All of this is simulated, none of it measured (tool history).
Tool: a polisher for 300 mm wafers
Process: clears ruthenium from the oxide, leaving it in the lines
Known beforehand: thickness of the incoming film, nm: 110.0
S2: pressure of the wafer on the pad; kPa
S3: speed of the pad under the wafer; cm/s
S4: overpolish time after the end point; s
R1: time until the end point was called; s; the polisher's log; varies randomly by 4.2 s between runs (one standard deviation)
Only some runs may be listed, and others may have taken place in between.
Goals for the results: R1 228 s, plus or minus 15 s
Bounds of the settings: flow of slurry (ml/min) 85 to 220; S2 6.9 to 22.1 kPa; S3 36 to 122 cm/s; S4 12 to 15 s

run 1 hour=0 | flow_of_slurry_(ml/min)=140 S2=14.5 S3=78 S4=15 | R1=105.65
run 2 hour=1.1 | flow_of_slurry_(ml/min)=140 S2=17.2 S3=78 S4=15 | R1=90.484
run 3 hour=4.8 | flow_of_slurry_(ml/min)=135 S2=14.5 S3=70 S4=15 | R1=124.28
run 4 hour=8.3 | flow_of_slurry_(ml/min)=135 S2=15.9 S3=70 S4=15 | R1=113.18
run 5 hour=12 | flow_of_slurry_(ml/min)=135 S2=15.9 S3=70 S4=15 | R1=111.6
run 6 hour=20.6 | flow_of_slurry_(ml/min)=135 S2=15.9 S3=70 S4=12 | R1=110.53
run 7 hour=26.8 | flow_of_slurry_(ml/min)=135 S2=15.9 S3=70 S4=12 | R1=113.02
run 8 hour=34 | flow_of_slurry_(ml/min)=130 S2=13.1 S3=66 S4=12 | R1=135.63
run 9 hour=37.2 | flow_of_slurry_(ml/min)=130 S2=11.7 S3=60 S4=12 | R1=169.11
run 10 hour=43.2 | flow_of_slurry_(ml/min)=130 S2=10.3 S3=58 S4=12 | R1=193.09

Of the 5 settings listed for the next run, only one would bring every result within its allowed miss of target. Which one?
run A hour=49.2 | flow_of_slurry_(ml/min)=150 S2=11.7 S3=60 S4=12 | R1=?
run B hour=49.2 | flow_of_slurry_(ml/min)=160 S2=12.4 S3=56 S4=15 | R1=?
run C hour=49.2 | flow_of_slurry_(ml/min)=90 S2=13.8 S3=54 S4=15 | R1=?
run D hour=49.2 | flow_of_slurry_(ml/min)=105 S2=7.6 S3=62 S4=15 | R1=?
run E hour=49.2 | flow_of_slurry_(ml/min)=125 S2=11.7 S3=68 S4=13 | R1=?

move=A R1=160.43
move=B R1=162.27
move=C R1=171.85
move=D R1=228.77
move=E R1=146.64
A: misses by more than the last run did
B: misses by more than the last run did
C: misses by more than the last run did
D: every result lands within tolerance
E: misses by more than the last run did
Correct choice: D, which meets every target
